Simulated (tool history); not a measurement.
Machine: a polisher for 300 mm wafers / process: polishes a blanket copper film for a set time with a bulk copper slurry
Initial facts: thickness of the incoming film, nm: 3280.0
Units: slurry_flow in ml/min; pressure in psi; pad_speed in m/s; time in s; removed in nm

| run | hour | slurry_flow | pressure | pad_speed | slurry_solids | time | removed |
|---|---|---|---|---|---|---|---|
| 1 | 0.0 | 310 | 3.3 | 1.10 | 1.0 | 45 | 508.47 |
| 2 | 2.7 | 310 | 3.3 | 1.10 | 1.0 | 47 | 555.48 |
| 3 | 8.9 | 355 | 3.3 | 1.10 | 1.0 | 47 | 557.58 |
| 4 | 11.2 | 355 | 2.6 | 1.10 | 1.0 | 47 | 458.11 |
| 5 | 16.9 | 310 | 2.6 | 1.10 | 1.0 | 47 | 457.36 |
| 6 | 25.8 | 310 | 3.1 | 1.14 | 1.0 | 47 | 539.59 |
| 7 | 30.3 | 310 | 3.5 | 1.16 | 1.0 | 47 | 596.89 |

For run 8, what comes out?
| 8 | 34.5 | 310 | 3.9 | 1.20 | 1.0 | 47 | ? |

Run 8 gave removed 673.55 nm.
